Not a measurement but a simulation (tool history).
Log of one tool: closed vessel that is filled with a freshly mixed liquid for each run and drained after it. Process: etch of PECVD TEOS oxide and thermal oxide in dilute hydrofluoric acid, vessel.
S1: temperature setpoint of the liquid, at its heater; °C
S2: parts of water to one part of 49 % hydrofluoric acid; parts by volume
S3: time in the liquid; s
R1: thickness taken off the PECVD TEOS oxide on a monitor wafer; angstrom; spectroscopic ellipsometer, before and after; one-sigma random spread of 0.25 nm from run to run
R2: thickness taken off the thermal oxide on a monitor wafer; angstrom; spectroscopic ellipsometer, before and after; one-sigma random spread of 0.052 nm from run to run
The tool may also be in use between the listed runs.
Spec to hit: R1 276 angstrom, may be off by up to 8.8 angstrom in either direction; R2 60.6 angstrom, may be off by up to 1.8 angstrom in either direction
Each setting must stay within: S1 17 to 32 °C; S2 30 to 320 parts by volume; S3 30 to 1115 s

run 1 hour=0 | S1=24 S2=175 S3=570 | R1=531.71 R2=116.51
run 2 hour=5.2 | S1=22 S2=190 S3=570 | R1=442.59 R2=97.562
run 3 hour=11.5 | S1=20.5 S2=205 S3=570 | R1=376.01 R2=83.431
run 4 hour=16.2 | S1=20.5 S2=250 S3=570 | R1=296.44 R2=66.029
run 5 hour=23 | S1=20.5 S2=250 S3=365 | R1=191.11 R2=42.805
run 6 hour=25.5 | S1=20.5 S2=225 S3=365 | R1=217.7 R2=47.418
run 7 hour=27.2 | S1=22 S2=225 S3=365 | R1=230.75 R2=50.746
run 8 hour=36.2 | S1=23.5 S2=225 S3=365 | R1=246.39 R2=53.856
run 9 hour=40.5 | S1=24.5 S2=225 S3=365 | R1=250.31 R2=55.575
run 10 hour=48 | S1=25 S2=225 S3=365 | R1=258.6 R2=56.014
run 11 hour=51.4 | S1=25.5 S2=225 S3=365 | R1=265.82 R2=57.237

Exercise: of the 4 proposed moves below, exactly one satisfies all targets within the stated allowed misses. Which move is it?
run A hour=54.8 | S1=28 S2=210 S3=325 | R1=? R2=?
run B hour=54.8 | S1=22 S2=225 S3=400 | R1=? R2=?
run C hour=54.8 | S1=26 S2=230 S3=360 | R1=? R2=?
run D hour=54.8 | S1=24.5 S2=220 S3=365 | R1=? R2=?

move=A R1=276.62 R2=60.289
move=B R1=252.06 R2=54.936
move=C R1=254.8 R2=55.533
move=D R1=259.02 R2=56.454
A: each result inside its tolerance
B: moves away from the targets compared with the last run
C: moves away from the targets compared with the last run
D: moves away from the targets compared with the last run
Move A is the one to make.
